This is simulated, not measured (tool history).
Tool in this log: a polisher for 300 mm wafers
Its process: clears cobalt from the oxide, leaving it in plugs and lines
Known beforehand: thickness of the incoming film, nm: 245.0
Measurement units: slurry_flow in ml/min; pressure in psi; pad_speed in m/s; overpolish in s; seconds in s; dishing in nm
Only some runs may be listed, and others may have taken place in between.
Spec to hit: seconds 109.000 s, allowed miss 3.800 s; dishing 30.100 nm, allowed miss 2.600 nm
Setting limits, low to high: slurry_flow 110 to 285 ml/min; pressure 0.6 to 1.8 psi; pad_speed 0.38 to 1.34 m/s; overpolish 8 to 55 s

run 1 day=0.000 | slurry_flow=180 pressure=1.2 pad_speed=0.86 overpolish=28 | seconds=74.875 dishing=40.910
run 2 day=0.212 | slurry_flow=180 pressure=1.3 pad_speed=0.86 overpolish=28 | seconds=69.295 dishing=40.686
run 3 day=0.492 | slurry_flow=180 pressure=1.5 pad_speed=0.86 overpolish=28 | seconds=60.975 dishing=42.025
run 4 day=0.671 | slurry_flow=180 pressure=1.4 pad_speed=0.86 overpolish=26 | seconds=66.057 dishing=40.981
run 5 day=0.717 | slurry_flow=180 pressure=1.3 pad_speed=0.86 overpolish=23 | seconds=69.054 dishing=39.158
run 6 day=0.875 | slurry_flow=180 pressure=1.3 pad_speed=0.96 overpolish=23 | seconds=65.474 dishing=38.663
run 7 day=0.954 | slurry_flow=180 pressure=1.2 pad_speed=0.96 overpolish=21 | seconds=68.621 dishing=37.665
run 8 day=1.092 | slurry_flow=180 pressure=1.1 pad_speed=0.96 overpolish=20 | seconds=74.768 dishing=35.289
run 9 day=1.375 | slurry_flow=180 pressure=1.0 pad_speed=0.96 overpolish=20 | seconds=82.246 dishing=33.681
run 10 day=1.404 | slurry_flow=175 pressure=0.8 pad_speed=0.96 overpolish=20 | seconds=100.560 dishing=29.594
run 11 day=1.742 | slurry_flow=155 pressure=0.7 pad_speed=0.96 overpolish=25 | seconds=112.540 dishing=32.639

Pick the move, out of 4, that brings all results within their allowed miss; only one does.
run A day=2.079 | slurry_flow=135 pressure=0.8 pad_speed=0.86 overpolish=31 | seconds=? dishing=?
run B day=2.079 | slurry_flow=185 pressure=0.8 pad_speed=0.84 overpolish=22 | seconds=? dishing=?
run C day=2.079 | slurry_flow=135 pressure=0.7 pad_speed=0.94 overpolish=25 | seconds=? dishing=?
run D day=2.079 | slurry_flow=205 pressure=0.6 pad_speed=1.00 overpolish=35 | seconds=? dishing=?

move=A seconds=112.630 dishing=36.121
move=B seconds=108.540 dishing=30.567
move=C seconds=118.570 dishing=31.312
move=D seconds=120.560 dishing=37.186
A: misses by more than the last run did
B: every result within its allowed miss
C: corrects the largest miss of the last run, while another result sits out of spec
D: misses by more than the last run did
B meets every target.
